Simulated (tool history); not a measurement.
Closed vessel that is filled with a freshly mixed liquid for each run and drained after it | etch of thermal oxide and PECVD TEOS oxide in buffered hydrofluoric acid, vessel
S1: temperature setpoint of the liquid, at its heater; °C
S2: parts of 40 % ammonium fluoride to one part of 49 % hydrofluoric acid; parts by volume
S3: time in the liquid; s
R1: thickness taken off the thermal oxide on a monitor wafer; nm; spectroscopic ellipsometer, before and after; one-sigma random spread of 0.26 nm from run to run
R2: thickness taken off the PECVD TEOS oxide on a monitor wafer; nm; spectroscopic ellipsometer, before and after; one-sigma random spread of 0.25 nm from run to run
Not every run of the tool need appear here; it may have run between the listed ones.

run  hour    S1    S2  S3      R1      R2
  1   0.0  23.0  10.5  60  59.199  109.53
  2   6.3  22.5  10.5  60  57.791  106.14
  3  11.4  22.5  10.5  70  67.416  124.32
  4  13.6  21.0  10.5  70  61.332  114.04
  5  18.4  21.0   8.0  70  78.354  145.20
  6  25.4  20.5   8.5  70  71.641  132.77

Run 7 has not been measured yet. What should we expect?
  7  31.7  20.0  9.0  70   ?   ?

R1: 65.325 nm
R2: 120.63 nm

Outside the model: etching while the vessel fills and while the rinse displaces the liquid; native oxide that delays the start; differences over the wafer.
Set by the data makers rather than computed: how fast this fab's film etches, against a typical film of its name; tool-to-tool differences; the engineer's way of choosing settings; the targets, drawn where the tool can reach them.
